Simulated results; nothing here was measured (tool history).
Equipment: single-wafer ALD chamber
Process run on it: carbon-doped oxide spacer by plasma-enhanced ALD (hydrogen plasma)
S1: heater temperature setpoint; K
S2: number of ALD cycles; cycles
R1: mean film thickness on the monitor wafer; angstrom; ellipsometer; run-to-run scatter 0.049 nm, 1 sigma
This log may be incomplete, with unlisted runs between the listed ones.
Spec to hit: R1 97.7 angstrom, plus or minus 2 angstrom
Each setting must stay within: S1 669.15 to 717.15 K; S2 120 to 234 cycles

| run | day | S1 | S2 | R1 |
|---|---|---|---|---|
| 1 | 0 | 693.15 | 177 | 77.1 |
| 2 | 0.346 | 693.15 | 193 | 83.979 |
| 3 | 0.638 | 691.15 | 198 | 86.686 |
| 4 | 0.838 | 689.15 | 202 | 90.026 |
| 5 | 0.912 | 686.15 | 203 | 89.902 |
| 6 | 1.204 | 682.15 | 203 | 91.367 |
| 7 | 1.496 | 681.15 | 205 | 91.756 |
| 8 | 1.725 | 681.15 | 207 | 93.69 |
| 9 | 2.112 | 681.15 | 207 | 93.348 |
| 10 | 2.283 | 681.15 | 209 | 93.806 |

Which single option among these 4 for the next run brings every result within its allowed miss of target? Just one does.
| A | 2.454 | 681.15 | 228 | ? |
| B | 2.454 | 681.15 | 216 | ? |
| C | 2.454 | 684.15 | 205 | ? |
| D | 2.454 | 673.15 | 221 | ? |

| move | R1 |
|---|---|
| A | 102.01 |
| B | 96.643 |
| C | 90.974 |
| D | 101.03 |
A: moves the result that the last run missed by most past its target, out the other side
B: in spec on every target
C: lands further from the targets than the last run did
D: moves the result that the last run missed by most past its target, out the other side
B is the move that brings every result within its allowed miss.
